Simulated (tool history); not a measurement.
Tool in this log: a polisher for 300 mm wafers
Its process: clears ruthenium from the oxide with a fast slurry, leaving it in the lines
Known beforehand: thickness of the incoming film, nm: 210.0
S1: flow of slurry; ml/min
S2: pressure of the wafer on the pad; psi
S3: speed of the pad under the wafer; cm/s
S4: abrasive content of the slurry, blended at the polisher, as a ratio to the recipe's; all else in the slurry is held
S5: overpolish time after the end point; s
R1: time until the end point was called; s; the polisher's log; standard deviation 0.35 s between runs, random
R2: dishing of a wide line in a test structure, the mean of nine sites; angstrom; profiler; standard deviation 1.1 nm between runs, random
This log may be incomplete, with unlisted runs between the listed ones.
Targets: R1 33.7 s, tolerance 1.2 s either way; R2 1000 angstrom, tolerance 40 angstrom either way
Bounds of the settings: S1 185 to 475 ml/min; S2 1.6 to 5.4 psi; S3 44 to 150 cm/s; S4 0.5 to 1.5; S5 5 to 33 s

{"run": 1, "hour": 0.0, "S1": 305, "S2": 3.5, "S3": 96, "S4": 1, "S5": 17, "R1": 41.764, "R2": 604.53}
{"run": 2, "hour": 8.9, "S1": 305, "S2": 3.5, "S3": 96, "S4": 1.1, "S5": 17, "R1": 39.6, "R2": 627.25}
{"run": 3, "hour": 15.3, "S1": 340, "S2": 3.5, "S3": 96, "S4": 1.1, "S5": 17, "R1": 39.469, "R2": 632.67}
{"run": 4, "hour": 21.6, "S1": 340, "S2": 3.5, "S3": 96, "S4": 1.3, "S5": 17, "R1": 36.616, "R2": 675.93}
{"run": 5, "hour": 27.7, "S1": 340, "S2": 3.5, "S3": 96, "S4": 1.3, "S5": 14, "R1": 36.232, "R2": 576.19}
{"run": 6, "hour": 30.7, "S1": 340, "S2": 3.5, "S3": 96, "S4": 1.45, "S5": 14, "R1": 34.497, "R2": 602.03}
{"run": 7, "hour": 38.8, "S1": 340, "S2": 3.5, "S3": 96, "S4": 1.45, "S5": 17, "R1": 34.632, "R2": 702.11}
{"run": 8, "hour": 46.3, "S1": 340, "S2": 3.5, "S3": 96, "S4": 1.45, "S5": 17, "R1": 34.571, "R2": 688.84}
{"run": 9, "hour": 48.0, "S1": 335, "S2": 3.6, "S3": 96, "S4": 1.45, "S5": 19, "R1": 34.286, "R2": 755.81}
{"run": 10, "hour": 54.1, "S1": 335, "S2": 3.7, "S3": 96, "S4": 1.45, "S5": 21, "R1": 33.69, "R2": 861.65}
{"run": 11, "hour": 59.9, "S1": 335, "S2": 3.7, "S3": 96, "S4": 1.45, "S5": 22, "R1": 33.226, "R2": 867.27}

5 candidate next runs follow, results not yet known. Just one meets every target within its allowed miss. Identify it.
{"run": "A", "hour": 65.7, "S1": 295, "S2": 3.9, "S3": 98, "S4": 1.3, "S5": 23, "R1": "?", "R2": "?"}
{"run": "B", "hour": 65.7, "S1": 365, "S2": 4.1, "S3": 102, "S4": 1.3, "S5": 28, "R1": "?", "R2": "?"}
{"run": "C", "hour": 65.7, "S1": 235, "S2": 4, "S3": 102, "S4": 1.25, "S5": 30, "R1": "?", "R2": "?"}
{"run": "D", "hour": 65.7, "S1": 340, "S2": 3.6, "S3": 98, "S4": 1.45, "S5": 30, "R1": "?", "R2": "?"}
{"run": "E", "hour": 65.7, "S1": 295, "S2": 3.3, "S3": 108, "S4": 1.4, "S5": 26, "R1": "?", "R2": "?"}

move=A R1=33.592 R2=920.97
move=B R1=30.659 R2=1119
move=C R1=33.039 R2=1114.9
move=D R1=33.612 R2=1102.7
move=E R1=33.514 R2=1005
A: better than the last run, though not everything is in spec
B: takes the result that was furthest off past its target
C: takes the result that was furthest off past its target
D: takes the result that was furthest off past its target
E: all results in spec
Go with E: it meets all targets.
